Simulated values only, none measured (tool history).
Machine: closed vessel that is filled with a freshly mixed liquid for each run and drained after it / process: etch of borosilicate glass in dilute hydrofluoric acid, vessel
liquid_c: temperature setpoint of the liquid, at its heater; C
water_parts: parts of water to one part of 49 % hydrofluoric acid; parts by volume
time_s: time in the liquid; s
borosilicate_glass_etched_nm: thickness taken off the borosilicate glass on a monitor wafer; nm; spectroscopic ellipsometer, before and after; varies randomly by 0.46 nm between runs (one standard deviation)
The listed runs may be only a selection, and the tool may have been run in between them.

run,hour,liquid_c,water_parts,time_s,borosilicate_glass_etched_nm
1,0,21,80,105,48.316
2,5.6,21,80,110,50.61
3,14.1,23.5,65,110,69.787
4,18.4,23.5,65,110,69.936
5,27.1,23.5,45,110,103.35
6,34.8,20.5,45,110,91.367
7,43.1,23,45,110,101.15
8,51.7,25,45,110,110.31
9,54.6,26,45,110,115.94

Expected results for the next run?
# hour 56.7: thermometer replaced
10,56.7,27.5,45,110,?

{"run 10": {"borosilicate_glass_etched_nm": 134.42}}
